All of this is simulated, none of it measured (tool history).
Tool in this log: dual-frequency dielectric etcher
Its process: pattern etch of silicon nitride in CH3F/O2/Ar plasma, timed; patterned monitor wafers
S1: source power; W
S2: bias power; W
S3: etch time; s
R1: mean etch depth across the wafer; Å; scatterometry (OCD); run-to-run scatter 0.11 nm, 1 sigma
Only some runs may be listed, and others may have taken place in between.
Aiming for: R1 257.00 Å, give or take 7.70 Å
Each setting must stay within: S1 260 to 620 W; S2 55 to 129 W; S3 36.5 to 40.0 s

Run 1, hour 0.0: S1 440 W, S2 92 W, S3 40.0 s. Result: R1 294.35 Å.
Run 2, hour 7.9: S1 440 W, S2 98 W, S3 40.0 s. Result: R1 301.07 Å.
Run 3, hour 9.4: S1 380 W, S2 98 W, S3 40.0 s. Result: R1 280.40 Å.
Run 4, hour 16.6: S1 360 W, S2 97 W, S3 40.0 s. Result: R1 271.73 Å.
Run 5, hour 22.4: S1 390 W, S2 97 W, S3 40.0 s. Result: R1 280.75 Å.
Run 6, hour 28.7: S1 370 W, S2 96 W, S3 40.0 s. Result: R1 273.79 Å.
Run 7, hour 35.8: S1 360 W, S2 95 W, S3 40.0 s. Result: R1 270.22 Å.
Run 8, hour 36.7: S1 350 W, S2 94 W, S3 40.0 s. Result: R1 265.21 Å.
At hour 38.2: source power generator calibrated.
Run 9, hour 38.2: S1 340 W, S2 94 W, S3 40.0 s. Result: R1 267.43 Å.
Run 10, hour 44.1: S1 310 W, S2 89 W, S3 39.5 s. Result: R1 248.02 Å.

Which one of the following 5 next-run settings gets every result inside its allowed miss? There is exactly one.
Run A, hour 50.0: S1 300 W, S2 95 W, S3 38.5 s. Result: R1 ?.
Run B, hour 50.0: S1 270 W, S2 117 W, S3 38.5 s. Result: R1 ?.
Run C, hour 50.0: S1 380 W, S2 81 W, S3 38.0 s. Result: R1 ?.
Run D, hour 50.0: S1 300 W, S2 85 W, S3 39.0 s. Result: R1 ?.
Run E, hour 50.0: S1 290 W, S2 91 W, S3 38.5 s. Result: R1 ?.

move      R1
   A  241.37
   B  240.01
   C  259.41
   D  238.39
   E  234.68
A: its largest miss is bigger than the last run's
B: its largest miss is bigger than the last run's
C: in spec on every target
D: its largest miss is bigger than the last run's
E: its largest miss is bigger than the last run's
Go with C: it meets all targets.

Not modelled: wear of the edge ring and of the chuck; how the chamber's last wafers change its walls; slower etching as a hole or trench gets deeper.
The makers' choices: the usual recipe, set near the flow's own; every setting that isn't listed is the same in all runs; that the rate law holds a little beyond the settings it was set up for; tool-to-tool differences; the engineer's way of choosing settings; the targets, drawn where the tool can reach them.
